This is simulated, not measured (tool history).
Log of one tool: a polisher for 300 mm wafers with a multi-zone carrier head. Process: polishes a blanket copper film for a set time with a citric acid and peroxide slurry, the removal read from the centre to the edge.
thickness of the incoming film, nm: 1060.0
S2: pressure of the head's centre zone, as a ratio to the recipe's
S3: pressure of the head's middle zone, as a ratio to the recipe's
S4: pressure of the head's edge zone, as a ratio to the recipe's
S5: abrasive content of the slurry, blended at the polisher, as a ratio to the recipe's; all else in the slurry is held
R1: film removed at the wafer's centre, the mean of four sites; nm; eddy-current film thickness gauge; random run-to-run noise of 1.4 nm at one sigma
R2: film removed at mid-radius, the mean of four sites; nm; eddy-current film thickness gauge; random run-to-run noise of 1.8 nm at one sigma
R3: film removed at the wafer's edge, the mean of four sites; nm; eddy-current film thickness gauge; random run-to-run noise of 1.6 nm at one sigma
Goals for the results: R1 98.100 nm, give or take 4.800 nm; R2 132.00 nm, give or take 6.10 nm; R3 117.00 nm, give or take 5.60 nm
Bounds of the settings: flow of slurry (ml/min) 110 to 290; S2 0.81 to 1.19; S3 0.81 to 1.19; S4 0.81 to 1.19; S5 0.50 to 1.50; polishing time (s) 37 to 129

Run 1, hour 0.0: flow of slurry (ml/min) 185, S2 1.00, S3 1.00, S4 1.00, S5 1.00, polishing time (s) 83. Result: R1 168.160 nm, R2 183.75 nm, R3 173.05 nm.
Run 2, hour 0.6: flow of slurry (ml/min) 185, S2 1.00, S3 1.00, S4 1.00, S5 1.00, polishing time (s) 102. Result: R1 214.290 nm, R2 219.95 nm, R3 221.39 nm.
Run 3, hour 7.1: flow of slurry (ml/min) 185, S2 1.03, S3 1.00, S4 1.00, S5 1.00, polishing time (s) 102. Result: R1 214.850 nm, R2 214.03 nm, R3 216.37 nm.
Run 4, hour 15.0: flow of slurry (ml/min) 185, S2 1.03, S3 1.00, S4 0.94, S5 1.00, polishing time (s) 102. Result: R1 220.020 nm, R2 223.01 nm, R3 211.77 nm.
Run 5, hour 22.1: flow of slurry (ml/min) 180, S2 1.00, S3 1.00, S4 0.95, S5 0.95, polishing time (s) 94. Result: R1 193.410 nm, R2 198.15 nm, R3 189.56 nm.
Run 6, hour 27.9: flow of slurry (ml/min) 180, S2 1.00, S3 1.00, S4 0.90, S5 0.95, polishing time (s) 94. Result: R1 187.590 nm, R2 198.82 nm, R3 188.31 nm.
Run 7, hour 35.6: flow of slurry (ml/min) 180, S2 0.97, S3 1.01, S4 0.90, S5 0.90, polishing time (s) 87. Result: R1 171.260 nm, R2 184.93 nm, R3 171.28 nm.
Run 8, hour 39.6: flow of slurry (ml/min) 180, S2 0.97, S3 1.01, S4 0.90, S5 0.90, polishing time (s) 87. Result: R1 168.820 nm, R2 178.87 nm, R3 171.31 nm.
Run 9, hour 43.6: flow of slurry (ml/min) 175, S2 0.94, S3 1.04, S4 0.90, S5 0.90, polishing time (s) 81. Result: R1 152.830 nm, R2 173.15 nm, R3 160.90 nm.

Next run, 4 choices. One meets every target within its allowed miss, the rest don't. Which?
Run A, hour 47.6: flow of slurry (ml/min) 130, S2 0.81, S3 1.03, S4 1.03, S5 0.95, polishing time (s) 70. Result: R1 ?, R2 ?, R3 ?.
Run B, hour 47.6: flow of slurry (ml/min) 160, S2 0.99, S3 0.96, S4 0.95, S5 0.95, polishing time (s) 99. Result: R1 ?, R2 ?, R3 ?.
Run C, hour 47.6: flow of slurry (ml/min) 175, S2 0.87, S3 1.17, S4 0.82, S5 0.90, polishing time (s) 54. Result: R1 ?, R2 ?, R3 ?.
Run D, hour 47.6: flow of slurry (ml/min) 170, S2 0.84, S3 1.12, S4 0.98, S5 1.05, polishing time (s) 57. Result: R1 ?, R2 ?, R3 ?.

move       R1      R2      R3
   A  107.240  137.13  136.55
   B  195.830  191.43  193.87
   C   94.528  124.22  100.08
   D   99.214  130.22  116.34
A: an improvement on the last run, though not all results are within tolerance
B: lands further from the targets than the last run did
C: meets the target for the result that was furthest off, but another lies outside its allowed miss
D: each result inside its tolerance
The move that meets every target is D.
